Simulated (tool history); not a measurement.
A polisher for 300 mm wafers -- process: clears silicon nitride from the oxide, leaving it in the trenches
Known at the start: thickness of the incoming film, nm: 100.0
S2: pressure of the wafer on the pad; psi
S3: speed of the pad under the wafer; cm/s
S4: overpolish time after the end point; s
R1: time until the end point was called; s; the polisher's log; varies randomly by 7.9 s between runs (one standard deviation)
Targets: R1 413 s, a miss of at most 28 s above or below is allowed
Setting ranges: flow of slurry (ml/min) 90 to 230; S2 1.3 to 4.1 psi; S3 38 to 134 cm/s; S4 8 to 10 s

run 1 hour=0 | flow_of_slurry_(ml/min)=150 S2=2.7 S3=86 S4=10 | R1=141.52
run 2 hour=4.3 | flow_of_slurry_(ml/min)=150 S2=3.2 S3=86 S4=10 | R1=114.6
run 3 hour=5.9 | flow_of_slurry_(ml/min)=145 S2=2.7 S3=76 S4=10 | R1=156.29
run 4 hour=6.7 | flow_of_slurry_(ml/min)=145 S2=3.2 S3=76 S4=10 | R1=129.01
run 5 hour=8 | flow_of_slurry_(ml/min)=140 S2=2.8 S3=66 S4=10 | R1=172.62
run 6 hour=10.7 | flow_of_slurry_(ml/min)=140 S2=2.8 S3=66 S4=8 | R1=167.2
run 7 hour=17.6 | flow_of_slurry_(ml/min)=140 S2=2.8 S3=66 S4=8 | R1=169.21
run 8 hour=22.3 | flow_of_slurry_(ml/min)=140 S2=2.4 S3=60 S4=8 | R1=214.06
run 9 hour=27.6 | flow_of_slurry_(ml/min)=140 S2=2.1 S3=56 S4=8 | R1=275.15
run 10 hour=33.3 | flow_of_slurry_(ml/min)=140 S2=1.9 S3=56 S4=8 | R1=295.22
run 11 hour=35 | flow_of_slurry_(ml/min)=140 S2=1.8 S3=54 S4=8 | R1=316.19
run 12 hour=38.4 | flow_of_slurry_(ml/min)=140 S2=1.7 S3=54 S4=8 | R1=342.47
run 13 hour=44.4 | flow_of_slurry_(ml/min)=140 S2=1.6 S3=54 S4=8 | R1=364.99
run 14 hour=52.1 | flow_of_slurry_(ml/min)=140 S2=1.5 S3=54 S4=8 | R1=383.28

Next run, 5 choices. One meets every target within its allowed miss, the rest don't. Which?
run A hour=59.8 | flow_of_slurry_(ml/min)=155 S2=1.4 S3=54 S4=10 | R1=?
run B hour=59.8 | flow_of_slurry_(ml/min)=120 S2=1.5 S3=60 S4=8 | R1=?
run C hour=59.8 | flow_of_slurry_(ml/min)=130 S2=1.7 S3=56 S4=9 | R1=?
run D hour=59.8 | flow_of_slurry_(ml/min)=150 S2=1.8 S3=50 S4=9 | R1=?
run E hour=59.8 | flow_of_slurry_(ml/min)=120 S2=1.7 S3=38 S4=10 | R1=?

move=A R1=399.1
move=B R1=347.43
move=C R1=326.68
move=D R1=339.38
move=E R1=475.38
A: meets every target
B: further off than the last run
C: further off than the last run
D: further off than the last run
E: the result that was furthest off in the last run now lies on the other side of its target
So the answer is move A, the one that meets all the targets.
